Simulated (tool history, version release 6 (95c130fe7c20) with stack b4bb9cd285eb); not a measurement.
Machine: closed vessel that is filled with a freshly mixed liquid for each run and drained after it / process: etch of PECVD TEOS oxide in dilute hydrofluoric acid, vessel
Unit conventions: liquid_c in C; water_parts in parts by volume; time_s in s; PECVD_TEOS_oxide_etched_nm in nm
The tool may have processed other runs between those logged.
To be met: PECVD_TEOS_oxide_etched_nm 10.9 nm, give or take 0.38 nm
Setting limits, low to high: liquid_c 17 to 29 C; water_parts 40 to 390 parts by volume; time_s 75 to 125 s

run 1 hour=0 | liquid_c=21 water_parts=215 time_s=125 | PECVD_TEOS_oxide_etched_nm=8.0392
run 2 hour=8.3 | liquid_c=22 water_parts=215 time_s=125 | PECVD_TEOS_oxide_etched_nm=8.3377
run 3 hour=14.6 | liquid_c=22 water_parts=215 time_s=75 | PECVD_TEOS_oxide_etched_nm=5.0668
run 4 hour=20.7 | liquid_c=21.5 water_parts=205 time_s=75 | PECVD_TEOS_oxide_etched_nm=5.1903
run 5 hour=29 | liquid_c=19.5 water_parts=205 time_s=75 | PECVD_TEOS_oxide_etched_nm=4.7769
run 6 hour=36.8 | liquid_c=17.5 water_parts=205 time_s=75 | PECVD_TEOS_oxide_etched_nm=4.3951
run 7 hour=44.6 | liquid_c=18.5 water_parts=200 time_s=75 | PECVD_TEOS_oxide_etched_nm=4.8182
run 8 hour=53.3 | liquid_c=19.5 water_parts=195 time_s=75 | PECVD_TEOS_oxide_etched_nm=5.1192
run 9 hour=57.8 | liquid_c=20.5 water_parts=190 time_s=75 | PECVD_TEOS_oxide_etched_nm=5.5158
run 10 hour=62.8 | liquid_c=21.5 water_parts=180 time_s=75 | PECVD_TEOS_oxide_etched_nm=6.1021
run 11 hour=71.5 | liquid_c=22.5 water_parts=175 time_s=75 | PECVD_TEOS_oxide_etched_nm=6.4839
run 12 hour=74.2 | liquid_c=23 water_parts=170 time_s=75 | PECVD_TEOS_oxide_etched_nm=6.8653
run 13 hour=77.7 | liquid_c=23.5 water_parts=165 time_s=75 | PECVD_TEOS_oxide_etched_nm=7.254

4 next moves are on the table. One of them brings every result within its allowed miss. Which?
run A hour=81.2 | liquid_c=22 water_parts=195 time_s=115 | PECVD_TEOS_oxide_etched_nm=?
run B hour=81.2 | liquid_c=25 water_parts=195 time_s=115 | PECVD_TEOS_oxide_etched_nm=?
run C hour=81.2 | liquid_c=23.5 water_parts=150 time_s=125 | PECVD_TEOS_oxide_etched_nm=?
run D hour=81.2 | liquid_c=23.5 water_parts=180 time_s=125 | PECVD_TEOS_oxide_etched_nm=?

move=A PECVD_TEOS_oxide_etched_nm=8.6179
move=B PECVD_TEOS_oxide_etched_nm=9.638
move=C PECVD_TEOS_oxide_etched_nm=13.537
move=D PECVD_TEOS_oxide_etched_nm=10.912
A: nearer than the last run, and not there yet
B: nearer than the last run, and not there yet
C: takes the result that was furthest off past its target
D: every result within its allowed miss
The right move is D.
